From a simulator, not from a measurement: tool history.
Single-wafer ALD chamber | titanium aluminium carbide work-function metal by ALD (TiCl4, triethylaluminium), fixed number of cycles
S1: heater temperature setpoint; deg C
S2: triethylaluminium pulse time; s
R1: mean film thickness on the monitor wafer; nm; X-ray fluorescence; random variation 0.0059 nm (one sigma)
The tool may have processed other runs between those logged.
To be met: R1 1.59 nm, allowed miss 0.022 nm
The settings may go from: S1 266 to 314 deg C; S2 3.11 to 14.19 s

run    day   S1    S2      R1
  1      0  290  8.65  1.7492
  2  0.188  286  8.65  1.7132
  3  0.412  293  8.65  1.7692
  4  0.771  290  8.52  1.7521
  5  0.992  287  8.39   1.734
  6  1.192  287  6.93  1.6453
  7  1.388  286   6.9  1.6436
  8  1.512  278  6.52  1.5661
  9  1.762  278  6.53  1.5646
 10  1.962  278  6.54  1.5599
 11  1.992  278  6.55  1.5634
 12  2.112  278  6.56  1.5541

Consider the 4 candidate settings below. Which is the only one whose results all fall within their allowed miss of target?
  A  2.233  284  6.34   ?
  B  2.233  275  5.86   ?
  C  2.233  268  6.57   ?
  D  2.233  272  6.03   ?

move      R1
   A  1.5806
   B  1.4874
   C  1.4945
   D   1.482
A: every result lands within tolerance
B: its largest miss is bigger than the last run's
C: its largest miss is bigger than the last run's
D: its largest miss is bigger than the last run's
Correct choice: A, which meets every target
